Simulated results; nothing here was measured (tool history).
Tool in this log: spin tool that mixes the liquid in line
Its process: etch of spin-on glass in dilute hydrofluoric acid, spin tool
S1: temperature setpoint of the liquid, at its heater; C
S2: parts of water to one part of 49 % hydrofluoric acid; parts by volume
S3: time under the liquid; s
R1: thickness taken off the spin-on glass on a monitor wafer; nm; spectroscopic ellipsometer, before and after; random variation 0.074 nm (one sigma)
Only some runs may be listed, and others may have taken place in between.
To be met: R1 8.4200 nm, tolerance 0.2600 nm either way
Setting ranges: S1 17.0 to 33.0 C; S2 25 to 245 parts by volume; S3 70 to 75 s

Run 1, hour 0.0: S1 25.0 C, S2 135 parts by volume, S3 70 s. Result: R1 11.6080 nm.
Run 2, hour 3.3: S1 25.0 C, S2 105 parts by volume, S3 70 s. Result: R1 15.5380 nm.
Run 3, hour 5.9: S1 25.0 C, S2 130 parts by volume, S3 70 s. Result: R1 12.1630 nm.
Run 4, hour 8.8: S1 23.5 C, S2 130 parts by volume, S3 70 s. Result: R1 11.3710 nm.
Run 5, hour 12.3: S1 23.5 C, S2 130 parts by volume, S3 70 s. Result: R1 11.2470 nm.
Run 6, hour 13.6: S1 23.5 C, S2 130 parts by volume, S3 75 s. Result: R1 12.2720 nm.
Run 7, hour 20.3: S1 22.5 C, S2 130 parts by volume, S3 75 s. Result: R1 11.6740 nm.
Run 8, hour 27.0: S1 21.5 C, S2 130 parts by volume, S3 75 s. Result: R1 11.3330 nm.

Which single option among these 5 for the next run brings every result within its allowed miss of target? Just one does.
Run A, hour 33.7: S1 19.5 C, S2 160 parts by volume, S3 70 s. Result: R1 ?.
Run B, hour 33.7: S1 20.0 C, S2 150 parts by volume, S3 70 s. Result: R1 ?.
Run C, hour 33.7: S1 21.5 C, S2 90 parts by volume, S3 75 s. Result: R1 ?.
Run D, hour 33.7: S1 26.0 C, S2 120 parts by volume, S3 75 s. Result: R1 ?.
Run E, hour 33.7: S1 20.5 C, S2 100 parts by volume, S3 75 s. Result: R1 ?.

move       R1
   A   7.8327
   B   8.6108
   C  17.4540
   D  15.0830
   E  14.9070
A: carries the result that was furthest off beyond its target, to the other side
B: all results land within tolerance of their targets
C: moves away from the targets compared with the last run
D: moves away from the targets compared with the last run
E: moves away from the targets compared with the last run
Answer: B

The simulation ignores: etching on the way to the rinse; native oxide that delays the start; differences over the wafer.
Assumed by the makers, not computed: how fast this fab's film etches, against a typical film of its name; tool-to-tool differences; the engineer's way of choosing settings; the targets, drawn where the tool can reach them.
